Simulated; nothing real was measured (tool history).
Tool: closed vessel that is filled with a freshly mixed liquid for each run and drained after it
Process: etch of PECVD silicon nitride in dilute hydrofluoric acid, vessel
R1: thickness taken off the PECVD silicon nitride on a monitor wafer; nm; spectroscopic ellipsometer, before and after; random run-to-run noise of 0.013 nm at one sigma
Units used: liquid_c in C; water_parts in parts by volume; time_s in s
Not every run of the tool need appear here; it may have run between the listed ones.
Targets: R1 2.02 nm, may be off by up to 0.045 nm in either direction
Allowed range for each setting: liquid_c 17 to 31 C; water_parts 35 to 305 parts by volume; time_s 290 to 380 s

run 1 day=0 | liquid_c=23 water_parts=170 time_s=380 | R1=3.3935
run 2 day=0.05 | liquid_c=21 water_parts=180 time_s=380 | R1=2.8254
run 3 day=0.421 | liquid_c=24.5 water_parts=180 time_s=380 | R1=3.5591
run 4 day=0.65 | liquid_c=28 water_parts=180 time_s=380 | R1=4.3804
run 5 day=1.012 | liquid_c=28 water_parts=180 time_s=290 | R1=3.3552
run 6 day=1.296 | liquid_c=28 water_parts=180 time_s=290 | R1=3.4042
run 7 day=1.488 | liquid_c=24.5 water_parts=180 time_s=290 | R1=2.6913
run 8 day=1.633 | liquid_c=23 water_parts=180 time_s=290 | R1=2.4212
run 9 day=1.846 | liquid_c=22 water_parts=180 time_s=290 | R1=2.301
run 10 day=2.1 | liquid_c=21.5 water_parts=180 time_s=290 | R1=2.2082
run 11 day=2.4 | liquid_c=21 water_parts=180 time_s=290 | R1=2.1603
run 12 day=2.712 | liquid_c=20.5 water_parts=180 time_s=290 | R1=2.0796

Exactly one of the 5 candidate moves below puts every result within its allowed miss. Which one?
run A day=3.025 | liquid_c=17.5 water_parts=185 time_s=375 | R1=?
run B day=3.025 | liquid_c=21 water_parts=225 time_s=370 | R1=?
run C day=3.025 | liquid_c=20 water_parts=230 time_s=350 | R1=?
run D day=3.025 | liquid_c=18.5 water_parts=190 time_s=340 | R1=?
run E day=3.025 | liquid_c=20 water_parts=170 time_s=290 | R1=?

move=A R1=2.1681
move=B R1=2.2297
move=C R1=1.9352
move=D R1=2.0488
move=E R1=2.1508
A: further off than the last run
B: further off than the last run
C: takes the biggest miss from the last run beyond its target
D: hits every target within its allowed miss
E: further off than the last run
Answer: D
